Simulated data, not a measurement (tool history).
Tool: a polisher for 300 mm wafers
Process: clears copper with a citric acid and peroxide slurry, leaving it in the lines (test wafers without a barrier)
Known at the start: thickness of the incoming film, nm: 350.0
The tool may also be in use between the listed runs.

run,hour,flow of slurry (ml/min),pressure of the wafer on the pad (kPa),speed of the pad under the wafer (cm/s),abrasive content of the slurry,overpolish time after the end point (s),time until the end point was called (s),dishing of a wide line in a test structure (nm)
1,0,235,28.3,116,1,12,107.89,24.951
2,4.1,235,27.6,116,1,11,109.53,24.563
3,7.7,235,27.6,116,1,8,108.7,17.869
4,13.3,235,27.6,116,1,4,104.25,9.437
5,21.4,235,27.6,94,1,4,132.43,8.0447
6,28.3,235,28.3,96,1,6,125.21,12.232
7,35.6,235,29.6,92,1,7,124.33,14.397
8,43.6,235,30.3,90,1,7,123.79,13.522
9,46.8,235,31,90,1,8,126.26,15.918
10,51.1,235,31.7,90,1,8,121.19,15.95

Run 11, settings as shown, results not yet in. Your forecast:
11,60,235,32.4,90,1,8,?,?

{"run 11": {"time until the end point was called (s)": 115, "dishing of a wide line in a test structure (nm)": 16.62}}
